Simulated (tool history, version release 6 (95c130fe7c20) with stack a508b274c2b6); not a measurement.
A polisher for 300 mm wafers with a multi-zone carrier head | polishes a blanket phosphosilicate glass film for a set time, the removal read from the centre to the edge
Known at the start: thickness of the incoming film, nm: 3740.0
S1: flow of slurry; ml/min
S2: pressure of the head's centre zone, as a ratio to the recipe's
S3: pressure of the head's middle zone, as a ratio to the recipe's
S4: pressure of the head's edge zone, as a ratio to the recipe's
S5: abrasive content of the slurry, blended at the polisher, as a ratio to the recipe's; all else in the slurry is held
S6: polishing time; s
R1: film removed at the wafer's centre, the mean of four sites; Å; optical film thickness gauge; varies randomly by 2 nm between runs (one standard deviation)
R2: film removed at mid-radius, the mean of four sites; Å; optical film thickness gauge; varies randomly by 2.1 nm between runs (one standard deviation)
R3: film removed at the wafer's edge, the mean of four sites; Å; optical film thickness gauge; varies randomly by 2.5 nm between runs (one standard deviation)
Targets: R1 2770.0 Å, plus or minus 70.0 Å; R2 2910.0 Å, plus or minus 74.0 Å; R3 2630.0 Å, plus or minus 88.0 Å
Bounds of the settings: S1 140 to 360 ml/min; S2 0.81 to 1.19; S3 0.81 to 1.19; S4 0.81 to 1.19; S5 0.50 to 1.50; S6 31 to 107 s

run	hour	S1	S2	S3	S4	S5	S6	R1	R2	R3
1	0.0	230	1.00	1.00	1.00	1.00	69	3727.1	3649.6	3537.1
2	2.6	230	1.00	1.00	1.00	0.90	69	3593.2	3491.8	3376.1
3	10.1	230	1.00	0.92	1.00	0.90	69	3576.3	3286.3	3377.0
4	13.6	225	0.98	0.93	0.97	0.85	69	3356.3	3242.4	3275.3
5	16.8	230	0.98	0.94	0.94	0.80	69	3324.9	3213.1	3135.2
6	20.8	230	0.98	0.94	0.94	0.80	57	2712.3	2648.9	2556.2
7	25.7	240	0.98	0.96	0.94	0.80	57	2777.4	2662.0	2620.9
8	29.1	240	0.98	0.98	0.94	0.80	57	2760.5	2731.7	2627.3
9	36.1	240	0.98	1.00	0.93	0.80	57	2786.2	2753.8	2596.2

Next run, 4 choices. One meets every target within its allowed miss, the rest don't. Which?
A	43.1	230	0.95	1.02	0.88	0.75	61	?	?	?
B	43.1	285	0.95	0.96	0.99	0.70	62	?	?	?
C	43.1	290	1.01	0.97	0.98	0.85	53	?	?	?
D	43.1	270	1.02	0.91	0.92	0.80	54	?	?	?

move	R1	R2	R3
A	2755.5	2915.2	2623.9
B	2778.8	2808.4	2779.9
C	2739.5	2621.2	2562.3
D	2731.8	2475.2	2463.4
A: all results in spec
B: nearer the targets than the last run, but a result is still out of spec
C: moves away from the targets compared with the last run
D: moves away from the targets compared with the last run
A meets every target.

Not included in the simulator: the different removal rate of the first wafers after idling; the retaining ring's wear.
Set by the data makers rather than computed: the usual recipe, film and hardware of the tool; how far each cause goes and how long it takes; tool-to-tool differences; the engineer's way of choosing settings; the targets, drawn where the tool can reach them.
